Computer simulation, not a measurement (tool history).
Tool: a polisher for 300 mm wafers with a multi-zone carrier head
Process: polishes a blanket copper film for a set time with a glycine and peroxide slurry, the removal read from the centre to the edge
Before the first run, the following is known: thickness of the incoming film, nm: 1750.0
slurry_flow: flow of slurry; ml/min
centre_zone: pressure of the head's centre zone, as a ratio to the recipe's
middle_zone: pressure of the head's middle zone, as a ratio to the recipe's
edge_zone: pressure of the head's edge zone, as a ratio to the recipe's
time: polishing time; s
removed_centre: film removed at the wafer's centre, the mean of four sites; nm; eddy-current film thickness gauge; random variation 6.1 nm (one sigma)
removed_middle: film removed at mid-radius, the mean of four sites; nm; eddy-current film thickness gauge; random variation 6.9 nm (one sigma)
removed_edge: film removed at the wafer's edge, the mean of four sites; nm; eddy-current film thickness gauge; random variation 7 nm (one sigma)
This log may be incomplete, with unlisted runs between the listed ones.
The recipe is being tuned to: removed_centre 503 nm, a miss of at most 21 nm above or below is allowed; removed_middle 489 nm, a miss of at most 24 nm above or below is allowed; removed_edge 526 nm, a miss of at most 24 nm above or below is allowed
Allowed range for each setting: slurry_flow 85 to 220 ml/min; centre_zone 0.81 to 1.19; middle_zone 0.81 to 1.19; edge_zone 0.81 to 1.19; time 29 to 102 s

run	hour	slurry_flow	centre_zone	middle_zone	edge_zone	time	removed_centre	removed_middle	removed_edge
1	0	140	1	1	1	65	359.22	370.65	383.37
2	6.6	140	1	1	0.93	65	344.4	362.97	357.32
3	8.6	140	1	1	0.84	65	352.71	365.26	343.07
4	17.1	165	1	1	0.84	65	369.37	380.09	348.12
5	17.9	145	1	1	0.84	65	354.05	360.95	344.26
6	18.8	115	1	1	0.84	65	341.21	359.45	338.94
7	27	115	1.01	1	0.87	68	360.53	361.08	354.05
8	32.7	120	1.01	1.01	0.9	71	379.85	385.64	367.58
9	33.4	130	1	1	0.93	74	395.14	404.9	407.09
10	37.8	135	1.01	1	0.95	76	421.22	423.61	415.84
11	41.6	140	1.01	0.99	0.98	77	417.43	427.37	433.19
12	48.8	180	1.11	0.98	1.08	85	532.25	488.44	519.86
13	52.7	180	1.1	0.98	1.08	85	523.52	487.41	524.98
14	57.4	180	1.09	0.98	1.08	85	530.09	487.48	520.51

Which one of the following 4 next-run settings gets every result inside its allowed miss? There is exactly one.
A	62.1	180	1.07	1.01	1.16	83	?	?	?
B	62.1	180	1.14	0.97	1	87	?	?	?
C	62.1	200	1.17	1	1.08	86	?	?	?
D	62.1	165	1.11	0.95	1.02	91	?	?	?

move	removed_centre	removed_middle	removed_edge
A	514.99	472.87	516.35
B	572.53	479.01	502.74
C	589.65	492.87	521.55
D	575.55	486.05	526.05
A: all results land within tolerance of their targets
B: lands further from the targets than the last run did
C: lands further from the targets than the last run did
D: lands further from the targets than the last run did
Move A is the one to make.

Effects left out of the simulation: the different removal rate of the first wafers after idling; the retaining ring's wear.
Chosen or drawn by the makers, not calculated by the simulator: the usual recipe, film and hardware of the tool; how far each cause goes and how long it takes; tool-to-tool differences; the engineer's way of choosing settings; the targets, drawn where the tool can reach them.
